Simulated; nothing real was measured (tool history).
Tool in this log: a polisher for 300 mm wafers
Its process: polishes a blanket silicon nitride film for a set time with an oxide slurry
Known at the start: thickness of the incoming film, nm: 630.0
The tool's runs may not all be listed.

run,hour,flow of slurry (ml/min),pressure of the wafer on the pad (psi),speed of the pad under the wafer (m/s),abrasive content of the slurry,polishing time (s),film removed (Å)
1,0,310,4.6,1.34,1,70,684.49
2,5.4,310,4.6,1.34,1.05,70,674.51
3,9.6,310,4.6,1.34,0.9,70,657.62
4,18.1,310,4.2,1.28,0.9,70,583.5
5,26.2,310,4.9,1.28,0.9,70,664.21
6,29.3,310,4.9,1.28,1,70,687.56
7,30.2,310,4.5,1.22,1,70,618.39
8,31.4,310,4.1,1.16,1,70,540.04
9,31.9,310,3.8,1.12,1,70,494.46
10,32.9,310,3.5,1.1,1,70,462.37
11,33.5,310,3.3,1.08,1,70,441.9
12,38.1,310,3.1,1.06,1,70,403.32
13,44.6,310,2.9,1.06,1,70,388.99
14,46.2,310,2.8,1.04,1,70,369.59
15,53.1,310,2.8,1.04,1,70,369.82
16,61,310,2.8,1.04,1,70,366.31
17,61.9,310,2.7,1.04,1,70,358.04

Expected results for the next run?
18,62.7,310,2.6,1.04,1,70,?

{"run 18": {"film removed (Å)": 348.91}}
